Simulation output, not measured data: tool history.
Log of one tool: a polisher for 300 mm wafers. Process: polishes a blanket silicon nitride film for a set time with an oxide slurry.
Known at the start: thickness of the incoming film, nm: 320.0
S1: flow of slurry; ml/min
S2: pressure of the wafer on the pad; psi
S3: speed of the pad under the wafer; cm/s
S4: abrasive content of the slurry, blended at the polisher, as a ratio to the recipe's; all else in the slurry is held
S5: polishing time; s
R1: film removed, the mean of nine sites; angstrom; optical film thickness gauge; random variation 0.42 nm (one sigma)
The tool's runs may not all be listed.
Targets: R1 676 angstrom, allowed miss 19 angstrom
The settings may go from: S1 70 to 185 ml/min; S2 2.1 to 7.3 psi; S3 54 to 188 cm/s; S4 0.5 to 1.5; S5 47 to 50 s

Run 1, hour 0: S1 120 ml/min, S2 4.7 psi, S3 120 cm/s, S4 1, S5 47 s. Result: R1 527.87 angstrom.
Run 2, hour 4.8: S1 125 ml/min, S2 4.9 psi, S3 120 cm/s, S4 1, S5 47 s. Result: R1 551.87 angstrom.
Run 3, hour 11.1: S1 130 ml/min, S2 5.1 psi, S3 120 cm/s, S4 1, S5 47 s. Result: R1 579.89 angstrom.
Run 4, hour 14: S1 130 ml/min, S2 4.5 psi, S3 120 cm/s, S4 1, S5 47 s. Result: R1 513.5 angstrom.
Run 5, hour 15.7: S1 130 ml/min, S2 3.4 psi, S3 120 cm/s, S4 1, S5 47 s. Result: R1 409.69 angstrom.
Run 6, hour 21.7: S1 130 ml/min, S2 3.4 psi, S3 120 cm/s, S4 1.1, S5 47 s. Result: R1 428.67 angstrom.
Run 7, hour 29.6: S1 130 ml/min, S2 3.4 psi, S3 120 cm/s, S4 1.1, S5 47 s. Result: R1 425.58 angstrom.
Run 8, hour 30.7: S1 135 ml/min, S2 3.8 psi, S3 120 cm/s, S4 1.1, S5 47 s. Result: R1 470.58 angstrom.
Run 9, hour 37.3: S1 140 ml/min, S2 4.1 psi, S3 120 cm/s, S4 1.1, S5 47 s. Result: R1 509.25 angstrom.
Run 10, hour 42.6: S1 145 ml/min, S2 4.3 psi, S3 120 cm/s, S4 1.1, S5 47 s. Result: R1 526.03 angstrom.
Run 11, hour 50.4: S1 150 ml/min, S2 4.5 psi, S3 120 cm/s, S4 1.1, S5 47 s. Result: R1 554.65 angstrom.

5 next moves are on the table. One of them brings every result within its allowed miss. Which?
Run A, hour 58.2: S1 155 ml/min, S2 4.4 psi, S3 148 cm/s, S4 1.3, S5 50 s. Result: R1 ?.
Run B, hour 58.2: S1 130 ml/min, S2 3.9 psi, S3 108 cm/s, S4 1.05, S5 47 s. Result: R1 ?.
Run C, hour 58.2: S1 155 ml/min, S2 4 psi, S3 160 cm/s, S4 1, S5 48 s. Result: R1 ?.
Run D, hour 58.2: S1 160 ml/min, S2 5.2 psi, S3 130 cm/s, S4 1.1, S5 50 s. Result: R1 ?.
Run E, hour 58.2: S1 140 ml/min, S2 5.6 psi, S3 118 cm/s, S4 1.15, S5 48 s. Result: R1 ?.

move      R1
   A  736.62
   B  429.14
   C  613.18
   D  714.42
   E  679.26
A: takes the result that was furthest off past its target
B: further off than the last run
C: nearer than the last run, and not there yet
D: takes the result that was furthest off past its target
E: meets every target
Move E is the one to make.
